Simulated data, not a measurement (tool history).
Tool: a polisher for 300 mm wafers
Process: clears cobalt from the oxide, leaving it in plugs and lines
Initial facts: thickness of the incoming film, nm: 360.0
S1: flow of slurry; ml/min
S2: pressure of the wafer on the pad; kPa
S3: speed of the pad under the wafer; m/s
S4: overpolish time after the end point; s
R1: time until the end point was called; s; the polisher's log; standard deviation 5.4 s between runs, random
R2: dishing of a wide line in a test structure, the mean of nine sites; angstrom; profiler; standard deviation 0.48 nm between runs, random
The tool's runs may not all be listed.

run,hour,S1,S2,S3,S4,R1,R2
1,0.0,300,11.7,0.86,20,115.58,289.26
2,8.8,300,13.1,0.86,20,110.41,302.72
3,16.5,245,13.1,0.86,20,114.91,304.39
4,21.2,230,11.0,0.76,22,139.77,287.80
5,22.3,230,11.0,0.58,22,175.49,257.81
6,26.1,225,9.7,0.54,25,212.36,251.74

Predict the results of run 7:
7,27.9,225,9.0,0.54,27,?,?

R1: 229.19 s
R2: 261.30 angstrom
